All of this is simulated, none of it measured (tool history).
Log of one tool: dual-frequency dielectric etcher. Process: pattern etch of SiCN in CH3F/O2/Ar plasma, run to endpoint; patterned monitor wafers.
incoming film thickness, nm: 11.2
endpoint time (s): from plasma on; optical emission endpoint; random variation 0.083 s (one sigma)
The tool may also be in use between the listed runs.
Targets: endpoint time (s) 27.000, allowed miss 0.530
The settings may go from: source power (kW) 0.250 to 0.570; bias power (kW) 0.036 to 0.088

run,day,source power (kW),bias power (kW),endpoint time (s)
1,0.000,0.410,0.062,31.865
2,0.096,0.410,0.068,30.918
3,0.379,0.410,0.058,32.256
4,0.629,0.450,0.058,30.824
5,0.883,0.470,0.059,30.298
6,1.071,0.490,0.060,29.527
7,1.158,0.500,0.061,29.320
8,1.438,0.510,0.062,28.727
9,1.629,0.520,0.062,28.477
10,1.892,0.530,0.062,28.190
11,2.171,0.540,0.062,28.269
12,2.462,0.550,0.063,27.825
13,2.567,0.550,0.064,27.721

Which of these 5 next moves meets every target?
A,2.671,0.540,0.074,?
B,2.671,0.570,0.081,?
C,2.671,0.530,0.065,?
D,2.671,0.570,0.075,?
E,2.671,0.490,0.068,?

move,endpoint time (s)
A,26.684
B,25.440
C,27.820
D,25.973
E,28.469
A: meets every target
B: takes the result that was furthest off past its target
C: further off than the last run
D: takes the result that was furthest off past its target
E: further off than the last run
Move A is the one to make.
